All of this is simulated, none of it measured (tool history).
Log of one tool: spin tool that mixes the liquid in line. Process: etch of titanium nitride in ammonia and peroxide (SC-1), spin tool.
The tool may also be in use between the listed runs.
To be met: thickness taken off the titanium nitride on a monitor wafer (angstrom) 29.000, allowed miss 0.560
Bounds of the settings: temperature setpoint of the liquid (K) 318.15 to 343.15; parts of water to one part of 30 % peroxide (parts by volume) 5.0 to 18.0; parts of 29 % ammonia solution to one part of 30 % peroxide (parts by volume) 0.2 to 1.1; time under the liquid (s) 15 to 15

run	day	temperature setpoint of the liquid (K)	parts of water to one part of 30 % peroxide (parts by volume)	parts of 29 % ammonia solution to one part of 30 % peroxide (parts by volume)	time under the liquid (s)	thickness taken off the titanium nitride on a monitor wafer (angstrom)
1	0.000	334.15	10.0	0.6	15	19.054
2	0.067	334.15	10.0	0.6	15	18.907
3	0.412	334.65	10.0	0.6	15	19.646
4	0.575	335.15	10.0	0.6	15	20.256
5	0.938	335.15	12.0	0.6	15	18.368
6	1.042	335.15	12.0	0.6	15	18.373
7	1.208	335.65	12.0	0.6	15	19.079
8	1.308	335.65	12.0	0.6	15	19.231
9	1.604	336.15	12.0	0.6	15	19.826
10	1.879	336.65	12.0	0.6	15	20.377
11	1.933	337.15	12.0	0.6	15	21.082
12	2.050	337.65	12.0	0.6	15	21.859
13	2.271	338.15	12.0	0.6	15	22.424
14	2.533	338.65	12.0	0.6	15	22.858
15	2.733	339.15	12.0	0.6	15	23.921
16	3.075	339.65	12.0	0.6	15	24.362

4 next moves are on the table. One of them brings every result within its allowed miss. Which?
A	3.417	343.15	11.5	0.5	15	?
B	3.417	343.15	12.5	0.6	15	?
C	3.417	342.15	12.0	0.6	15	?
D	3.417	343.15	13.5	0.8	15	?

move	thickness taken off the titanium nitride on a monitor wafer (angstrom)
A	30.498
B	30.126
C	28.936
D	30.384
A: takes the result that was furthest off past its target
B: takes the result that was furthest off past its target
C: meets every target
D: takes the result that was furthest off past its target
Answer: C
